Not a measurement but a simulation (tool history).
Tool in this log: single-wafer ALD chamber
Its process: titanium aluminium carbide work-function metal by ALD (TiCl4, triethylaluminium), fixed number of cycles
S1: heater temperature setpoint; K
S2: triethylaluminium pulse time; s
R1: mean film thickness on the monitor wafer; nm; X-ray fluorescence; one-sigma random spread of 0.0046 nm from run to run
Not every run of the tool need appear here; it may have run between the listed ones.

{"run": 1, "hour": 0.0, "S1": 588.15, "S2": 9.91, "R1": 2.1735}
{"run": 2, "hour": 7.0, "S1": 597.15, "S2": 9.91, "R1": 2.2321}
{"run": 3, "hour": 12.2, "S1": 597.15, "S2": 8.45, "R1": 2.1937}
{"run": 4, "hour": 18.1, "S1": 592.15, "S2": 7.7, "R1": 2.1213}
{"run": 5, "hour": 24.3, "S1": 587.15, "S2": 7.7, "R1": 2.0765}
{"run": 6, "hour": 31.0, "S1": 587.15, "S2": 9.31, "R1": 2.135}
{"run": 7, "hour": 39.1, "S1": 584.15, "S2": 8.69, "R1": 2.0909}
{"run": 8, "hour": 41.9, "S1": 581.15, "S2": 8.17, "R1": 2.0476}
{"run": 9, "hour": 45.5, "S1": 579.15, "S2": 7.77, "R1": 2.0143}
{"run": 10, "hour": 51.5, "S1": 577.15, "S2": 7.48, "R1": 1.9907}
{"run": 11, "hour": 54.8, "S1": 575.15, "S2": 7.22, "R1": 1.9582}
{"run": 12, "hour": 61.5, "S1": 574.15, "S2": 7.07, "R1": 1.9449}

The next listed run, before its measurement:
{"run": 13, "hour": 62.6, "S1": 573.15, "S2": 6.95, "R1": "?"}

{"run 13": {"R1": 1.9171}}
